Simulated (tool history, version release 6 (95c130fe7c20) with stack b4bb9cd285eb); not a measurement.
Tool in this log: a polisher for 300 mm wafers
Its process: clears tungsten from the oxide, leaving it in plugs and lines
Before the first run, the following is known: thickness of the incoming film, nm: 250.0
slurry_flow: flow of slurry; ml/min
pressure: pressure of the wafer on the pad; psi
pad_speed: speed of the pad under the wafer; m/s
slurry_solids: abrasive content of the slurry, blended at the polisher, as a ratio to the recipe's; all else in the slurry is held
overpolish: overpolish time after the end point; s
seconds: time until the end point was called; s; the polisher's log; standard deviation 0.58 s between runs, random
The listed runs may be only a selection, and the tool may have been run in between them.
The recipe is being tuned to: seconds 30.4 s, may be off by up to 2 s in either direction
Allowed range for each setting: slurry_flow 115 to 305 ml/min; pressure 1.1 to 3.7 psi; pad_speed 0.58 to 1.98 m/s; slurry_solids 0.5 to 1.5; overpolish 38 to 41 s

run,day,slurry_flow,pressure,pad_speed,slurry_solids,overpolish,seconds
1,0,195,2.4,1.28,1,38,69.348
2,0.279,195,2.6,1.34,1,38,61.051
3,0.375,195,2.6,1.56,1,38,52.564
4,0.575,195,2.8,1.58,1,38,48.524
5,0.883,195,2.8,1.58,1.15,38,46.911
6,1.183,195,2.8,1.58,1.15,38,47.429
7,1.438,195,2.9,1.6,1.15,38,45.13
8,1.462,195,2.9,1.6,1.15,38,44.606
9,1.633,195,3,1.62,1.15,38,41.238
10,1.717,195,3.1,1.62,1.15,38,42.358
11,1.767,195,3.2,1.66,1.15,38,40.814
12,1.833,195,3.3,1.7,1.15,38,37.912
13,2.088,195,3.4,1.72,1.15,38,36.378
14,2.175,195,3.4,1.74,1.15,38,34.983

Pick the move, out of 4, that brings all results within their allowed miss; only one does.
A,2.262,200,3.4,1.72,1.05,38,?
B,2.262,115,3.1,1.96,1.3,38,?
C,2.262,210,3.7,1.84,1,41,?
D,2.262,180,3.2,1.82,1.25,41,?

move,seconds
A,35.998
B,37.264
C,31.034
D,35.754
A: its largest miss is bigger than the last run's
B: its largest miss is bigger than the last run's
C: every result within its allowed miss
D: its largest miss is bigger than the last run's
The right move is C.

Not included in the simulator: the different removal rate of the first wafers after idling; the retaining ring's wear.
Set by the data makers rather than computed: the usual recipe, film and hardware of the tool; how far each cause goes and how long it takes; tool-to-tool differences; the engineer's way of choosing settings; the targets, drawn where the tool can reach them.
